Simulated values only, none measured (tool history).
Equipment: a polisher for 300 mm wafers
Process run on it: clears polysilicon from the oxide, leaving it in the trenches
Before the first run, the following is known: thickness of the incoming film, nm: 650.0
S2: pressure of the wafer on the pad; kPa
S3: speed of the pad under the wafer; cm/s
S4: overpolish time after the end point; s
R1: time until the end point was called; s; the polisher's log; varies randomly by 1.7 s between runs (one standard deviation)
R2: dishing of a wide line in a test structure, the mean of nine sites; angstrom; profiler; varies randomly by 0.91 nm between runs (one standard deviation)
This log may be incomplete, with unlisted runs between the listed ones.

Run 1, hour 0: flow of slurry (ml/min) 225, S2 17.2 kPa, S3 100 cm/s, S4 24 s. Result: R1 56.559 s, R2 438.28 angstrom.
Run 2, hour 6.7: flow of slurry (ml/min) 220, S2 13.8 kPa, S3 82 cm/s, S4 20 s. Result: R1 82.385 s, R2 404.91 angstrom.
Run 3, hour 12.9: flow of slurry (ml/min) 220, S2 13.8 kPa, S3 82 cm/s, S4 12 s. Result: R1 84.607 s, R2 390.2 angstrom.
Run 4, hour 19.8: flow of slurry (ml/min) 215, S2 11.7 kPa, S3 70 cm/s, S4 18 s. Result: R1 113.35 s, R2 414.68 angstrom.
Run 5, hour 26.2: flow of slurry (ml/min) 210, S2 10.3 kPa, S3 66 cm/s, S4 15 s. Result: R1 136.37 s, R2 338.87 angstrom.
Run 6, hour 32.8: flow of slurry (ml/min) 245, S2 10.3 kPa, S3 66 cm/s, S4 15 s. Result: R1 130.62 s, R2 346.21 angstrom.
Run 7, hour 37.4: flow of slurry (ml/min) 220, S2 9.7 kPa, S3 66 cm/s, S4 20 s. Result: R1 143.61 s, R2 389.88 angstrom.

Run 8 is up next; what results do you expect?
Run 8, hour 40.6: flow of slurry (ml/min) 210, S2 9 kPa, S3 66 cm/s, S4 20 s. Result: R1 ?, R2 ?.

Run 8 came out at R1 152.84 s, R2 379.19 angstrom.
